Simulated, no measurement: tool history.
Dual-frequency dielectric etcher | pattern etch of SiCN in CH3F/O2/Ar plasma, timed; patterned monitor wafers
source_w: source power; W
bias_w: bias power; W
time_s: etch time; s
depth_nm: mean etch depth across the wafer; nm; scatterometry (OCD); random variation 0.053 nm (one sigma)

run	day	source_w	bias_w	time_s	depth_nm
1	0	410	72	30.5	11.656
2	0.329	440	74	30.5	12.075
3	0.567	440	74	28	11.041
4	0.925	470	74	28	11.304
5	1.025	470	74	30.5	12.363
6	1.179	470	74	28	11.346
7	1.371	480	80	28.5	12.045

Forecast run 8:
8	1.717	490	83	28.5	?

Run 8 gave depth_nm 12.16 nm.
